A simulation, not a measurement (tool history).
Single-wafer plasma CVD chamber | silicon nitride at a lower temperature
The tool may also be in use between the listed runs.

run	hour	heater temperature setpoint (deg C)	chamber pressure (mTorr)	RF power (kW)	deposition time (s)	mean film thickness on the monitor wafer (Å)
1	0	355	1910	0.295	11.1	140.75
2	4	355	1760	0.29	11.1	136.52
3	10.9	355	1660	0.29	11.1	134.33
4	19.3	365	1660	0.29	11.1	134.23
5	25	365	1590	0.29	11.1	132.39
6	25.7	357	1590	0.29	11.1	133.01

Forecast run 7:
7	30.6	357	1530	0.29	11.1	?

{"run 7": {"mean film thickness on the monitor wafer (Å)": 132.08}}
